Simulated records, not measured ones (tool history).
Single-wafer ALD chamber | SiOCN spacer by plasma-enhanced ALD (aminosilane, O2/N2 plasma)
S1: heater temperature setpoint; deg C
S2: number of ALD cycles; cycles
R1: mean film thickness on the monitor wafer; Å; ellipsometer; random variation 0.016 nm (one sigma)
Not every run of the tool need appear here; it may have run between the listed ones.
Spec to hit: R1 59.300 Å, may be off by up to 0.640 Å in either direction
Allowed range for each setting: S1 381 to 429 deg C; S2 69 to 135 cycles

run,hour,S1,S2,R1
1,0.0,405,102,53.072
2,4.3,400,104,54.468
3,5.1,397,106,55.966
4,13.1,391,106,55.822
5,14.6,391,108,57.094
6,22.5,391,109,57.354
7,25.9,391,110,58.132
8,31.7,385,111,58.653

4 next moves are on the table. One of them brings every result within its allowed miss. Which?
A,37.5,389,110,?
B,37.5,381,112,?
C,37.5,383,115,?
D,37.5,383,116,?

move,R1
A,58.316
B,59.376
C,60.966
D,61.496
A: lands further from the targets than the last run did
B: hits every target within its allowed miss
C: takes the result that was furthest off past its target
D: takes the result that was furthest off past its target
The move that meets every target is B.
